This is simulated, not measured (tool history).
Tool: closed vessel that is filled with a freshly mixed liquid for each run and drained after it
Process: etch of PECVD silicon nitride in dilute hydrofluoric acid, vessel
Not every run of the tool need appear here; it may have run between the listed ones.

run,hour,temperature setpoint of the liquid (K),parts of water to one part of 49 % hydrofluoric acid (parts by volume),time in the liquid (s),thickness taken off the PECVD silicon nitride on a monitor wafer (Å)
1,0,294.15,210,2640,182.2
2,7,295.15,210,2640,193.33
3,9.8,296.15,210,2640,202.49
4,16.2,296.65,210,2640,215
5,20.2,296.65,280,2640,162.19
6,23.7,297.65,275,2640,175.56
7,31,298.65,275,2640,188.15

Run 8 is up next; what results do you expect?
8,34.3,302.15,270,2640,?

{"run 8": {"thickness taken off the PECVD silicon nitride on a monitor wafer (Å)": 234.36}}
